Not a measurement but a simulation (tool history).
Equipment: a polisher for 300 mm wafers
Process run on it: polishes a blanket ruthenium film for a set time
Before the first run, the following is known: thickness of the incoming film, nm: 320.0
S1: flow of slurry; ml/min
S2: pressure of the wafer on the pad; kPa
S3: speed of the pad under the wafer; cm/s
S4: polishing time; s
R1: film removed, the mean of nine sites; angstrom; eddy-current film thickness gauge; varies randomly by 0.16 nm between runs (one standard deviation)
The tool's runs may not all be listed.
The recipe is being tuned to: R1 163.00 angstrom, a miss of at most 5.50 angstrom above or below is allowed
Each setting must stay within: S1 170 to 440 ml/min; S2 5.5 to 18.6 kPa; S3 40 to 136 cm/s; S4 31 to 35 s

Run 1, day 0.000: S1 280 ml/min, S2 11.7 kPa, S3 88 cm/s, S4 35 s. Result: R1 295.93 angstrom.
Run 2, day 0.258: S1 280 ml/min, S2 13.8 kPa, S3 88 cm/s, S4 35 s. Result: R1 345.41 angstrom.
Run 3, day 0.542: S1 280 ml/min, S2 13.8 kPa, S3 88 cm/s, S4 35 s. Result: R1 347.08 angstrom.
Run 4, day 0.867: S1 280 ml/min, S2 12.4 kPa, S3 86 cm/s, S4 35 s. Result: R1 306.79 angstrom.
Run 5, day 0.925: S1 280 ml/min, S2 11.0 kPa, S3 84 cm/s, S4 35 s. Result: R1 265.09 angstrom.
Run 6, day 1.100: S1 280 ml/min, S2 11.0 kPa, S3 84 cm/s, S4 31 s. Result: R1 238.61 angstrom.
Run 7, day 1.150: S1 280 ml/min, S2 10.3 kPa, S3 84 cm/s, S4 31 s. Result: R1 221.60 angstrom.
Run 8, day 1.321: S1 280 ml/min, S2 9.7 kPa, S3 84 cm/s, S4 31 s. Result: R1 204.77 angstrom.
Run 9, day 1.612: S1 280 ml/min, S2 8.3 kPa, S3 84 cm/s, S4 31 s. Result: R1 178.93 angstrom.

Consider the 4 candidate settings below. Which is the only one whose results all fall within their allowed miss of target?
Run A, day 1.904: S1 220 ml/min, S2 7.6 kPa, S3 78 cm/s, S4 32 s. Result: R1 ?.
Run B, day 1.904: S1 265 ml/min, S2 7.6 kPa, S3 76 cm/s, S4 31 s. Result: R1 ?.
Run C, day 1.904: S1 295 ml/min, S2 7.6 kPa, S3 76 cm/s, S4 31 s. Result: R1 ?.
Run D, day 1.904: S1 305 ml/min, S2 7.6 kPa, S3 74 cm/s, S4 34 s. Result: R1 ?.

move      R1
   A  153.85
   B  148.12
   C  149.56
   D  160.32
A: takes the result that was furthest off past its target
B: takes the result that was furthest off past its target
C: takes the result that was furthest off past its target
D: all results land within tolerance of their targets
The right move is D.
